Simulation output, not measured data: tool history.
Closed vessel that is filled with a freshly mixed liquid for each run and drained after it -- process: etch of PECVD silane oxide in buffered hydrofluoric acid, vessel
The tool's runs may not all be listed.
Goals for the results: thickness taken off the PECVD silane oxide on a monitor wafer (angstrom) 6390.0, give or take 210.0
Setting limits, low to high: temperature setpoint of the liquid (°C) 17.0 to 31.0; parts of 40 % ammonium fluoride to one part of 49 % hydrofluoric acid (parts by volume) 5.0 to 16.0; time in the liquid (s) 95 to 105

| run | hour | temperature setpoint of the liquid (°C) | parts of 40 % ammonium fluoride to one part of 49 % hydrofluoric acid (parts by volume) | time in the liquid (s) | thickness taken off the PECVD silane oxide on a monitor wafer (angstrom) |
|---|---|---|---|---|---|
| 1 | 0.0 | 23.0 | 9.5 | 95 | 4388.3 |
| 2 | 8.0 | 23.0 | 9.5 | 95 | 4430.5 |
| 3 | 10.6 | 24.5 | 9.5 | 95 | 4682.7 |
| 4 | 18.3 | 25.5 | 9.5 | 95 | 4966.3 |
| 5 | 26.0 | 25.5 | 9.5 | 105 | 5437.0 |
| 6 | 32.9 | 26.5 | 9.5 | 105 | 5779.0 |
| 7 | 34.4 | 27.0 | 9.5 | 105 | 5991.7 |
| 8 | 37.6 | 27.5 | 9.5 | 105 | 6187.0 |

Exactly one of the 5 candidate moves below puts every result within its allowed miss. Which one?
| A | 40.8 | 29.0 | 10.0 | 105 | ? |
| B | 40.8 | 25.0 | 8.0 | 95 | ? |
| C | 40.8 | 28.0 | 9.0 | 95 | ? |
| D | 40.8 | 31.0 | 11.5 | 100 | ? |
| E | 40.8 | 28.0 | 10.5 | 105 | ? |

| move | thickness taken off the PECVD silane oxide on a monitor wafer (angstrom) |
|---|---|
| A | 6394.4 |
| B | 5671.5 |
| C | 5862.5 |
| D | 5903.9 |
| E | 5783.8 |
A: every result within its allowed miss
B: moves away from the targets compared with the last run
C: moves away from the targets compared with the last run
D: moves away from the targets compared with the last run
E: moves away from the targets compared with the last run
Answer: A
